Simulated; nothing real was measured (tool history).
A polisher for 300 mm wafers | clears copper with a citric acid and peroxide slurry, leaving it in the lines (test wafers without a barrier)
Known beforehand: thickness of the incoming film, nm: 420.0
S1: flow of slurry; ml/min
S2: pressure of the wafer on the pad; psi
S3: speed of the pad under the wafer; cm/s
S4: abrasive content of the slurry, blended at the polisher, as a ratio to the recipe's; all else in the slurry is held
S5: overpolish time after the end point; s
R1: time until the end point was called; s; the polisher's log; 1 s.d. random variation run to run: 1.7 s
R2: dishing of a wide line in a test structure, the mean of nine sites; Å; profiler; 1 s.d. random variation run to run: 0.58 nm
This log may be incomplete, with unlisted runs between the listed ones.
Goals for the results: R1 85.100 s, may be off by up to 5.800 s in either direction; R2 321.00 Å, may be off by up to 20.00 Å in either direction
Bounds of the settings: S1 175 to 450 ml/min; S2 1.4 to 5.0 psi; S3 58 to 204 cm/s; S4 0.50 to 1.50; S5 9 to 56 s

run,hour,S1,S2,S3,S4,S5,R1,R2
1,0.0,290,3.2,130,1.00,29,131.170,599.99
2,7.3,290,2.8,130,1.00,29,145.690,555.79
3,10.2,320,2.8,130,1.00,29,144.770,532.96
4,18.3,320,2.2,130,1.00,29,176.990,461.23
5,19.1,340,2.4,132,1.00,26,164.720,440.20
6,23.2,340,2.4,132,1.00,17,162.550,316.47
7,25.5,345,3.2,168,1.05,9,107.280,259.49
8,26.9,345,4.1,174,1.05,14,82.796,493.98
9,35.5,345,4.0,178,1.05,13,81.232,451.58
10,40.6,345,3.9,180,1.05,12,81.714,424.28
11,41.1,345,3.8,182,1.05,12,85.595,431.68
12,42.2,350,3.8,180,1.10,12,85.498,424.43
# hour 50.3: slurry nozzle cleaned
13,50.3,345,3.8,182,1.05,12,83.892,426.07
14,58.5,335,3.7,186,1.10,12,81.780,417.60

Next run, 5 choices. One meets every target within its allowed miss, the rest don't. Which?
A,66.7,335,4.3,174,0.95,14,?,?
B,66.7,310,4.1,190,1.15,11,?,?
C,66.7,265,4.2,180,1.00,16,?,?
D,66.7,275,3.7,204,0.80,9,?,?
E,66.7,270,3.9,196,1.10,18,?,?

move,R1,R2
A,80.085,497.01
B,73.884,431.87
C,79.935,556.33
D,87.063,311.05
E,77.358,626.28
A: the biggest miss grows against the last run
B: the biggest miss grows against the last run
C: the biggest miss grows against the last run
D: every result lands within tolerance
E: the biggest miss grows against the last run
D meets every target.
